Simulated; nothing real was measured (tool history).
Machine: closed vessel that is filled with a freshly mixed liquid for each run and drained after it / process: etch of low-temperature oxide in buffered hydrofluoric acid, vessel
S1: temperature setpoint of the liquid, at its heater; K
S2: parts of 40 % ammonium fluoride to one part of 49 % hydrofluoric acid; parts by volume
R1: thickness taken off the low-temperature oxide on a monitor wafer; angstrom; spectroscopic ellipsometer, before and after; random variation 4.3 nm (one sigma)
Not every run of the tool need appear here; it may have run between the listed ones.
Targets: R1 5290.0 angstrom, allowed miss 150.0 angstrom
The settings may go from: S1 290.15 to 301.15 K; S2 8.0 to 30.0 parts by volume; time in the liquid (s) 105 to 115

run 1 hour=0.0 | S1=293.15 S2=22.5 time_in_the_liquid_(s)=105 | R1=2863.0
run 2 hour=2.3 | S1=293.15 S2=27.5 time_in_the_liquid_(s)=105 | R1=2454.9
run 3 hour=9.0 | S1=293.15 S2=27.5 time_in_the_liquid_(s)=115 | R1=2710.9
run 4 hour=10.5 | S1=290.65 S2=27.5 time_in_the_liquid_(s)=115 | R1=2346.9
run 5 hour=12.7 | S1=292.65 S2=26.5 time_in_the_liquid_(s)=115 | R1=2634.8
run 6 hour=21.0 | S1=290.65 S2=26.5 time_in_the_liquid_(s)=115 | R1=2378.8
run 7 hour=29.5 | S1=292.65 S2=25.5 time_in_the_liquid_(s)=115 | R1=2736.6
run 8 hour=30.5 | S1=292.65 S2=25.5 time_in_the_liquid_(s)=115 | R1=2775.7
run 9 hour=35.9 | S1=296.65 S2=19.0 time_in_the_liquid_(s)=115 | R1=4243.6
run 10 hour=42.6 | S1=297.65 S2=19.0 time_in_the_liquid_(s)=115 | R1=4584.1
run 11 hour=45.5 | S1=298.15 S2=19.0 time_in_the_liquid_(s)=115 | R1=4669.8
run 12 hour=53.2 | S1=298.65 S2=19.0 time_in_the_liquid_(s)=115 | R1=4750.4

5 candidate next runs follow, results not yet known. Just one meets every target within its allowed miss. Identify it.
run A hour=60.9 | S1=299.15 S2=20.5 time_in_the_liquid_(s)=115 | R1=?
run B hour=60.9 | S1=298.65 S2=18.5 time_in_the_liquid_(s)=110 | R1=?
run C hour=60.9 | S1=297.15 S2=16.0 time_in_the_liquid_(s)=115 | R1=?
run D hour=60.9 | S1=300.15 S2=18.0 time_in_the_liquid_(s)=105 | R1=?
run E hour=60.9 | S1=299.65 S2=25.0 time_in_the_liquid_(s)=115 | R1=?

move=A R1=4525.0
move=B R1=4626.9
move=C R1=5143.1
move=D R1=4919.6
move=E R1=4056.8
A: the biggest miss grows against the last run
B: the biggest miss grows against the last run
C: every result lands within tolerance
D: gains on the last run, yet a result remains outside its allowed miss
E: the biggest miss grows against the last run
So the answer is move C, the one that meets all the targets.
